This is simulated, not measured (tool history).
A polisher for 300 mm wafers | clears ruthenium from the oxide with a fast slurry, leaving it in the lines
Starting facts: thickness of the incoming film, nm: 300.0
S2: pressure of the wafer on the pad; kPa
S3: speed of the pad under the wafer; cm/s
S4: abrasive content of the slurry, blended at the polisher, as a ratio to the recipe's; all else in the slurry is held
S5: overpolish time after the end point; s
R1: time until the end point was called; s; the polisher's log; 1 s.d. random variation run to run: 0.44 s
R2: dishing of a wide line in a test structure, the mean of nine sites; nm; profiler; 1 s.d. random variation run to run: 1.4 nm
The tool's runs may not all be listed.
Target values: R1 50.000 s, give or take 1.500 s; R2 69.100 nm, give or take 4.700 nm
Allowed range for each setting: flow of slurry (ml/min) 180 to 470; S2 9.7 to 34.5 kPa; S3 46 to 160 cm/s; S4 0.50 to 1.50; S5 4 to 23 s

Run 1, hour 0.0: flow of slurry (ml/min) 300, S2 22.1 kPa, S3 102 cm/s, S4 1.00, S5 12 s. Result: R1 77.972 s, R2 35.641 nm.
Run 2, hour 5.9: flow of slurry (ml/min) 300, S2 24.8 kPa, S3 102 cm/s, S4 1.00, S5 13 s. Result: R1 68.568 s, R2 43.755 nm.
Run 3, hour 10.0: flow of slurry (ml/min) 300, S2 26.9 kPa, S3 102 cm/s, S4 1.00, S5 14 s. Result: R1 64.013 s, R2 46.789 nm.
Run 4, hour 16.5: flow of slurry (ml/min) 300, S2 26.9 kPa, S3 102 cm/s, S4 1.10, S5 14 s. Result: R1 61.715 s, R2 49.511 nm.
Run 5, hour 24.7: flow of slurry (ml/min) 300, S2 26.9 kPa, S3 102 cm/s, S4 1.10, S5 11 s. Result: R1 61.454 s, R2 41.329 nm.
Run 6, hour 27.2: flow of slurry (ml/min) 300, S2 28.3 kPa, S3 102 cm/s, S4 1.10, S5 13 s. Result: R1 58.863 s, R2 49.347 nm.
Run 7, hour 35.5: flow of slurry (ml/min) 300, S2 29.6 kPa, S3 102 cm/s, S4 1.10, S5 14 s. Result: R1 55.089 s, R2 52.186 nm.
At hour 38.9: slurry nozzle cleaned.
Run 8, hour 38.9: flow of slurry (ml/min) 300, S2 30.3 kPa, S3 102 cm/s, S4 1.10, S5 15 s. Result: R1 53.404 s, R2 56.797 nm.
Run 9, hour 43.8: flow of slurry (ml/min) 300, S2 30.3 kPa, S3 102 cm/s, S4 1.10, S5 16 s. Result: R1 52.460 s, R2 57.865 nm.

Which single option among these 4 for the next run brings every result within its allowed miss of target? Just one does.
Run A, hour 48.7: flow of slurry (ml/min) 335, S2 34.5 kPa, S3 102 cm/s, S4 1.05, S5 13 s. Result: R1 ?, R2 ?.
Run B, hour 48.7: flow of slurry (ml/min) 340, S2 26.9 kPa, S3 98 cm/s, S4 1.35, S5 12 s. Result: R1 ?, R2 ?.
Run C, hour 48.7: flow of slurry (ml/min) 320, S2 34.5 kPa, S3 92 cm/s, S4 1.05, S5 20 s. Result: R1 ?, R2 ?.
Run D, hour 48.7: flow of slurry (ml/min) 340, S2 33.1 kPa, S3 98 cm/s, S4 1.05, S5 16 s. Result: R1 ?, R2 ?.

move      R1      R2
   A  46.426  56.796
   B  54.865  48.387
   C  50.026  69.069
   D  49.612  61.709
A: its largest miss is bigger than the last run's
B: its largest miss is bigger than the last run's
C: meets every target
D: moves toward the targets from the last run without getting all of them in spec
C meets every target.

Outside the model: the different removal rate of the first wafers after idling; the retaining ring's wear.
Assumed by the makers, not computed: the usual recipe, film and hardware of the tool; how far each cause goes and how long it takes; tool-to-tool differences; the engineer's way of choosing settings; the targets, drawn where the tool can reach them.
